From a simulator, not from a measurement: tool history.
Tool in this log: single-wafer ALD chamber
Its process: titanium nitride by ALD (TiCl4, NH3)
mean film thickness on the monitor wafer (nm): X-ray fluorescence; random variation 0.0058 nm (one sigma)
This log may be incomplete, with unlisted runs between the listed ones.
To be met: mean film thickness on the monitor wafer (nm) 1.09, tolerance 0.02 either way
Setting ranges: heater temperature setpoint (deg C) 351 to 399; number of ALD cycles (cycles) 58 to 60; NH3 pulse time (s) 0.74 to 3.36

run	hour	heater temperature setpoint (deg C)	number of ALD cycles (cycles)	NH3 pulse time (s)	mean film thickness on the monitor wafer (nm)
1	0	375	58	2.05	1.2185
2	0.6	375	58	2.6	1.2464
3	5.3	367	58	1.97	1.2142
4	11.6	362	58	1.55	1.1512
5	14.9	360	58	1.34	1.1428
6	22.7	360	60	1.34	1.1819
7	31.4	351	58	0.74	0.93564
8	39.2	357	58	0.74	0.96285
9	42.6	363	59	0.77	1.0267
10	49.8	363	59	0.77	1.0242
11	57.1	366	59	0.79	1.0506

Below are 5 possible settings for the next run. Only one of them brings all results inside the allowed miss of their targets. Which is it?
A	64.4	365	58	0.76	?
B	64.4	351	58	0.95	?
C	64.4	375	60	0.75	?
D	64.4	383	60	0.78	?
E	64.4	374	58	0.77	?

move	mean film thickness on the monitor wafer (nm)
A	1.0075
B	1.022
C	1.0816
D	1.1207
E	1.0504
A: its largest miss is bigger than the last run's
B: its largest miss is bigger than the last run's
C: all results in spec
D: pushes the last run's worst result past its target
E: no better and no worse than the last run
So the answer is move C, the one that meets all the targets.

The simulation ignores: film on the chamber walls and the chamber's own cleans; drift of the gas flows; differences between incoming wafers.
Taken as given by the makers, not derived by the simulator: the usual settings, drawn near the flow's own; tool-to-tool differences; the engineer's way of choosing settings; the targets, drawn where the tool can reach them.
